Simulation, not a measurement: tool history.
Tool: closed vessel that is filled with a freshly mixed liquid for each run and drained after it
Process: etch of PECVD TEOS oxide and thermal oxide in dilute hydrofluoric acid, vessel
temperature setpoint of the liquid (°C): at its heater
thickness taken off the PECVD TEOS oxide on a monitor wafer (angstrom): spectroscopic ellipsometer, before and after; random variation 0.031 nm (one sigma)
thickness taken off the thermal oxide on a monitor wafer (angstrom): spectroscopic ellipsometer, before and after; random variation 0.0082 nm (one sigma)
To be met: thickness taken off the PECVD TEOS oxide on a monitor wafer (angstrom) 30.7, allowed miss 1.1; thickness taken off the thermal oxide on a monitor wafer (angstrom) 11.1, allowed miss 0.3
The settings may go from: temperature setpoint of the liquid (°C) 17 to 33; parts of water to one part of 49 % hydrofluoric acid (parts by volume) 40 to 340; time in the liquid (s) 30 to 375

run  hour  temperature setpoint of the liquid (°C)  parts of water to one part of 49 % hydrofluoric acid (parts by volume)  time in the liquid (s)  thickness taken off the PECVD TEOS oxide on a monitor wafer (angstrom)  thickness taken off the thermal oxide on a monitor wafer (angstrom)
  1     0                                       25                                                                     190                     190                                                                  120.18                                                               42.921
  2   6.5                                       22                                                                     190                     190                                                                  108.84                                                                39.11
  3  12.5                                       21                                                                     215                     185                                                                  88.184                                                               31.404
  4  13.3                                     18.5                                                                     215                     185                                                                  79.786                                                               28.528
  5  15.5                                       18                                                                     235                     180                                                                  67.486                                                               24.836
  6  16.3                                     19.5                                                                     235                     180                                                                  72.673                                                               25.775
  7  20.8                                       19                                                                     250                     175                                                                  63.885                                                               22.987
  8  29.6                                     18.5                                                                     265                     170                                                                  56.559                                                               20.554
  9  31.8                                     18.5                                                                     280                     165                                                                  51.104                                                               18.495
 10  38.3                                     18.5                                                                     290                     160                                                                   48.08                                                               17.232
 11  45.2                                       18                                                                     300                     155                                                                  43.267                                                                 15.6

4 next moves are on the table. One of them brings every result within its allowed miss. Which?
  A  52.1                                       18                                                                     340                     130                                                                       ?                                                                    ?
  B  52.1                                       22                                                                     340                     120                                                                       ?                                                                    ?
  C  52.1                                     17.5                                                                     305                      95                                                                       ?                                                                    ?
  D  52.1                                       18                                                                     320                     130                                                                       ?                                                                    ?

move  thickness taken off the PECVD TEOS oxide on a monitor wafer (angstrom)  thickness taken off the thermal oxide on a monitor wafer (angstrom)
   A                                                                  31.545                                                               11.245
   B                                                                  33.595                                                               11.975
   C                                                                  25.972                                                               9.2581
   D                                                                   34.08                                                               12.148
A: meets every target
B: nearer than the last run, and not there yet
C: takes the result that was furthest off past its target
D: nearer than the last run, and not there yet
Move A is the one to make.

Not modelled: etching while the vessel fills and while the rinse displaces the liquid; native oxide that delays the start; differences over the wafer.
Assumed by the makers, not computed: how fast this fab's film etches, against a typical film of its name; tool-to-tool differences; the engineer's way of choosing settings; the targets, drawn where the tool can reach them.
